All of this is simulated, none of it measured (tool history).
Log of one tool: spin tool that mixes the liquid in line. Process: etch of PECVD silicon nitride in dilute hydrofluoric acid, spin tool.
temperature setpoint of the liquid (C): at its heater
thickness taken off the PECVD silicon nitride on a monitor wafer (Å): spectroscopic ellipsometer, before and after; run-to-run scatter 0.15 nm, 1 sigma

run  hour  temperature setpoint of the liquid (C)  parts of water to one part of 49 % hydrofluoric acid (parts by volume)  time under the liquid (s)  thickness taken off the PECVD silicon nitride on a monitor wafer (Å)
  1   0.0                                    22.0                                                                      75                        320                                                                80.450
  2   4.3                                    18.5                                                                      75                        320                                                                63.115
  3  11.5                                    18.5                                                                      55                        320                                                                84.536
  4  20.3                                    18.5                                                                      55                        340                                                                91.309
  5  24.8                                    18.5                                                                      55                        320                                                                84.727
  6  32.2                                    20.5                                                                      55                        320                                                                97.705
  7  40.2                                    22.0                                                                      55                        320                                                               108.890
  8  41.0                                    23.0                                                                      55                        320                                                               116.470

Run 9 has not been measured yet. What should we expect?
  9  45.5                                    24.0                                                                      55                        320                                                                     ?

thickness taken off the PECVD silicon nitride on a monitor wafer (Å): 123.070
